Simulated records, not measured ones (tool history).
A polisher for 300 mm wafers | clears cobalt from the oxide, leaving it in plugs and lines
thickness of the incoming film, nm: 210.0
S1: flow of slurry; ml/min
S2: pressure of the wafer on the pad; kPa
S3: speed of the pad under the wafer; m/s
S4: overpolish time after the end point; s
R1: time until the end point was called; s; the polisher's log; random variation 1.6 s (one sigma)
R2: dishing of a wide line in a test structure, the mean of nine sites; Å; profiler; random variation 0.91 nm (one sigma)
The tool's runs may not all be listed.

run  hour   S1    S2    S3  S4      R1      R2
  1     0  270  13.8  0.88  11  47.554  388.85
  2   2.2  270  12.4  0.86  12  53.333  379.09
  3   3.5  270  12.4  1.06  12  43.877  450.63
  4  12.5  270  12.4  0.98  12  48.163  411.08
  5  14.8  270    11  0.96  13  51.819   419.9
  6  20.9  270  10.3  0.92  14  55.126  434.18

Run 7 comes next. What will it give?
  7  23.8  270  9.7  0.88  15   ?   ?

R1: 59.686 s
R2: 416.01 Å

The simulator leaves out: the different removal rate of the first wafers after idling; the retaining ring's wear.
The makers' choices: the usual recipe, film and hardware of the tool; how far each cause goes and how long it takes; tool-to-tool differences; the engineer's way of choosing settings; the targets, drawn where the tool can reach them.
